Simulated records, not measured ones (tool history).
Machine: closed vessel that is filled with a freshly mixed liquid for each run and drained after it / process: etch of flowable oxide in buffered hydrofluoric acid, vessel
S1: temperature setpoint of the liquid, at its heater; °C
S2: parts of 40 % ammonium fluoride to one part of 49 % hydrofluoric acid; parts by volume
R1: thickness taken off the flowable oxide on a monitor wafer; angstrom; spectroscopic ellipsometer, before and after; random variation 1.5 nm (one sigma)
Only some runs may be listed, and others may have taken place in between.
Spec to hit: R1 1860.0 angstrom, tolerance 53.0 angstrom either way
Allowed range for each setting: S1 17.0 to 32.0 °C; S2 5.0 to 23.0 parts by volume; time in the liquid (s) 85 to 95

Run 1, hour 0.0: S1 24.0 °C, S2 14.0 parts by volume, time in the liquid (s) 85. Result: R1 2205.9 angstrom.
Run 2, hour 3.8: S1 23.0 °C, S2 14.0 parts by volume, time in the liquid (s) 85. Result: R1 2074.5 angstrom.
Run 3, hour 6.7: S1 20.0 °C, S2 14.0 parts by volume, time in the liquid (s) 85. Result: R1 1784.2 angstrom.
Run 4, hour 14.5: S1 20.0 °C, S2 14.0 parts by volume, time in the liquid (s) 95. Result: R1 1938.8 angstrom.
Run 5, hour 16.9: S1 20.0 °C, S2 14.0 parts by volume, time in the liquid (s) 85. Result: R1 1747.4 angstrom.
Run 6, hour 17.5: S1 20.0 °C, S2 10.5 parts by volume, time in the liquid (s) 85. Result: R1 2320.4 angstrom.
Run 7, hour 24.4: S1 19.0 °C, S2 10.5 parts by volume, time in the liquid (s) 85. Result: R1 2223.0 angstrom.
Run 8, hour 28.9: S1 18.5 °C, S2 11.0 parts by volume, time in the liquid (s) 85. Result: R1 2083.0 angstrom.
Run 9, hour 35.1: S1 18.0 °C, S2 11.0 parts by volume, time in the liquid (s) 85. Result: R1 1990.0 angstrom.
Run 10, hour 37.3: S1 17.5 °C, S2 11.0 parts by volume, time in the liquid (s) 85. Result: R1 1943.9 angstrom.

Next run, 5 choices. One meets every target within its allowed miss, the rest don't. Which?
Run A, hour 39.5: S1 18.5 °C, S2 13.0 parts by volume, time in the liquid (s) 90. Result: R1 ?.
Run B, hour 39.5: S1 17.0 °C, S2 10.5 parts by volume, time in the liquid (s) 90. Result: R1 ?.
Run C, hour 39.5: S1 17.5 °C, S2 11.0 parts by volume, time in the liquid (s) 90. Result: R1 ?.
Run D, hour 39.5: S1 17.0 °C, S2 9.5 parts by volume, time in the liquid (s) 85. Result: R1 ?.
Run E, hour 39.5: S1 18.0 °C, S2 11.0 parts by volume, time in the liquid (s) 90. Result: R1 ?.

move      R1
   A  1818.1
   B  2057.2
   C  2022.8
   D  2104.5
   E  2081.1
A: all results in spec
B: lands further from the targets than the last run did
C: lands further from the targets than the last run did
D: lands further from the targets than the last run did
E: lands further from the targets than the last run did
Answer: A
